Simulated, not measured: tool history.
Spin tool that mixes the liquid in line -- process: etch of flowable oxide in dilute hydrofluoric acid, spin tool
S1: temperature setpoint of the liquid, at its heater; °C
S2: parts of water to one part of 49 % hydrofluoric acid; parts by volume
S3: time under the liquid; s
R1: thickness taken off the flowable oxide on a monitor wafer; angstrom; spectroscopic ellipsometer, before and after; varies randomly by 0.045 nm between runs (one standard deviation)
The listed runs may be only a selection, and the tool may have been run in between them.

run,day,S1,S2,S3,R1
1,0,21,260,80,124.29
2,0.362,21,295,80,103.99
3,0.688,20.5,305,80,99.447
4,0.983,20,320,80,91.397
5,1.054,20,320,60,67.611
6,1.388,18,320,60,63.241
7,1.554,18,325,60,61.821

What does the tool deliver on the next run?
8,1.638,18,330,60,?

For run 8 the tool returned R1 60.682 angstrom.
